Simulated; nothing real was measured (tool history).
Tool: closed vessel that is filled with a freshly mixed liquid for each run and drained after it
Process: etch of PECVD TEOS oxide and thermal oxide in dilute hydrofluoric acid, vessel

run  hour  temperature setpoint of the liquid (°C)  parts of water to one part of 49 % hydrofluoric acid (parts by volume)  time in the liquid (s)  thickness taken off the PECVD TEOS oxide on a monitor wafer (angstrom)  thickness taken off the thermal oxide on a monitor wafer (angstrom)
  1   0.0                                     24.0                                                                     125                      75                                                                  71.016                                                               27.459
  2   1.3                                     24.0                                                                     100                      75                                                                  90.571                                                               35.805
  3  10.6                                     24.0                                                                     140                      75                                                                  61.777                                                               24.177
  4  13.6                                     24.0                                                                     140                     100                                                                  82.029                                                               31.945
  5  20.7                                     23.0                                                                     150                     100                                                                  72.578                                                               27.899
     24.4  -- hydrofluoric acid flow meter replaced
  6  24.4                                     25.5                                                                     150                     100                                                                  85.026                                                               33.933
  7  30.2                                     24.5                                                                     155                     100                                                                  80.246                                                               30.889
  8  36.4                                     23.5                                                                     160                     100                                                                  73.556                                                               28.596
  9  42.1                                     22.5                                                                     170                     100                                                                  66.766                                                               25.692

Predict the results of run 10:
 10  49.7                                     22.0                                                                     180                     100                                                                       ?                                                                    ?

{"run 10": {"thickness taken off the PECVD TEOS oxide on a monitor wafer (angstrom)": 60.921, "thickness taken off the thermal oxide on a monitor wafer (angstrom)": 23.362}}
